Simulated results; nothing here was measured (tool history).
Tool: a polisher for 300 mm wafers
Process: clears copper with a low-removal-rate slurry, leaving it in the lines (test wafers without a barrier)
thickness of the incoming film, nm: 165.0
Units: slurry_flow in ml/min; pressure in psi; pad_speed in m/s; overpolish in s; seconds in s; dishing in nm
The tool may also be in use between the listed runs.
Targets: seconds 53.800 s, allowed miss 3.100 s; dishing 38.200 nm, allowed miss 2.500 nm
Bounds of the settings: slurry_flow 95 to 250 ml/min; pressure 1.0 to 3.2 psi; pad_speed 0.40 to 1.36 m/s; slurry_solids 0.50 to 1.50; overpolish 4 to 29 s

{"run": 1, "hour": 0.0, "slurry_flow": 160, "pressure": 2.1, "pad_speed": 0.88, "slurry_solids": 1.0, "overpolish": 15, "seconds": 70.864, "dishing": 23.45}
{"run": 2, "hour": 8.5, "slurry_flow": 180, "pressure": 2.1, "pad_speed": 0.88, "slurry_solids": 1.0, "overpolish": 15, "seconds": 73.004, "dishing": 23.005}
{"run": 3, "hour": 11.4, "slurry_flow": 180, "pressure": 2.1, "pad_speed": 0.96, "slurry_solids": 1.0, "overpolish": 15, "seconds": 67.715, "dishing": 24.877}
{"run": 4, "hour": 12.8, "slurry_flow": 180, "pressure": 1.7, "pad_speed": 0.96, "slurry_solids": 1.0, "overpolish": 15, "seconds": 81.746, "dishing": 20.435}
{"run": 5, "hour": 16.1, "slurry_flow": 180, "pressure": 1.8, "pad_speed": 0.96, "slurry_solids": 1.0, "overpolish": 16, "seconds": 77.301, "dishing": 23.582}
{"run": 6, "hour": 24.6, "slurry_flow": 180, "pressure": 1.9, "pad_speed": 0.96, "slurry_solids": 1.0, "overpolish": 16, "seconds": 73.906, "dishing": 24.475}
{"run": 7, "hour": 33.3, "slurry_flow": 180, "pressure": 2.0, "pad_speed": 0.96, "slurry_solids": 1.0, "overpolish": 16, "seconds": 71.566, "dishing": 25.789}
{"run": 8, "hour": 38.3, "slurry_flow": 180, "pressure": 2.1, "pad_speed": 0.96, "slurry_solids": 1.0, "overpolish": 16, "seconds": 67.828, "dishing": 26.801}
{"run": 9, "hour": 39.5, "slurry_flow": 180, "pressure": 2.2, "pad_speed": 0.96, "slurry_solids": 1.0, "overpolish": 16, "seconds": 63.256, "dishing": 27.192}
{"run": 10, "hour": 46.9, "slurry_flow": 180, "pressure": 2.2, "pad_speed": 0.96, "slurry_solids": 1.0, "overpolish": 17, "seconds": 63.475, "dishing": 29.248}
{"run": 11, "hour": 54.2, "slurry_flow": 180, "pressure": 2.4, "pad_speed": 0.98, "slurry_solids": 1.0, "overpolish": 18, "seconds": 57.338, "dishing": 34.288}

5 next moves are on the table. One of them brings every result within its allowed miss. Which?
{"run": "A", "hour": 61.5, "slurry_flow": 160, "pressure": 2.6, "pad_speed": 0.9, "slurry_solids": 0.95, "overpolish": 21, "seconds": "?", "dishing": "?"}
{"run": "B", "hour": 61.5, "slurry_flow": 155, "pressure": 2.7, "pad_speed": 0.94, "slurry_solids": 0.65, "overpolish": 17, "seconds": "?", "dishing": "?"}
{"run": "C", "hour": 61.5, "slurry_flow": 180, "pressure": 2.4, "pad_speed": 0.9, "slurry_solids": 1.0, "overpolish": 18, "seconds": "?", "dishing": "?"}
{"run": "D", "hour": 61.5, "slurry_flow": 200, "pressure": 2.8, "pad_speed": 0.88, "slurry_solids": 1.1, "overpolish": 19, "seconds": "?", "dishing": "?"}
{"run": "E", "hour": 61.5, "slurry_flow": 170, "pressure": 2.7, "pad_speed": 0.8, "slurry_solids": 1.05, "overpolish": 20, "seconds": "?", "dishing": "?"}

move=A seconds=59.379 dishing=39.179
move=B seconds=58.105 dishing=33.642
move=C seconds=62.824 dishing=32.802
move=D seconds=53.705 dishing=39.415
move=E seconds=62.001 dishing=36.470
A: brings the result that was furthest off to its target, and leaves another outside
B: further off than the last run
C: further off than the last run
D: meets every target
E: brings the result that was furthest off to its target, and leaves another outside
The right move is D.
